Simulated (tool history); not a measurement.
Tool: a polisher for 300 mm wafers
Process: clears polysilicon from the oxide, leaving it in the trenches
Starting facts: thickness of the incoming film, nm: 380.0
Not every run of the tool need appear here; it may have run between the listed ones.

| run | day | flow of slurry (ml/min) | pressure of the wafer on the pad (kPa) | speed of the pad under the wafer (cm/s) | overpolish time after the end point (s) | time until the end point was called (s) | dishing of a wide line in a test structure (angstrom) |
|---|---|---|---|---|---|---|---|
| 1 | 0 | 245 | 12.4 | 118 | 24 | 35.311 | 693.81 |
| 2 | 0.325 | 245 | 13.8 | 118 | 24 | 32.489 | 702.59 |
| 3 | 0.5 | 245 | 12.4 | 114 | 24 | 36.28 | 688.52 |
| 4 | 0.842 | 245 | 12.4 | 86 | 24 | 47.985 | 655.69 |
| 5 | 1.112 | 270 | 12.4 | 86 | 24 | 47.539 | 657.75 |
| 6 | 1.254 | 270 | 12.4 | 110 | 24 | 37.677 | 680.15 |
| 7 | 1.338 | 265 | 11.7 | 108 | 25 | 40.165 | 678.3 |
| 8 | 1.433 | 265 | 11 | 106 | 25 | 43.793 | 675.26 |

Expected results for the next run?
| 9 | 1.738 | 265 | 10.3 | 104 | 25 | ? | ? |

time until the end point was called (s): 47.524
dishing of a wide line in a test structure (angstrom): 652.32
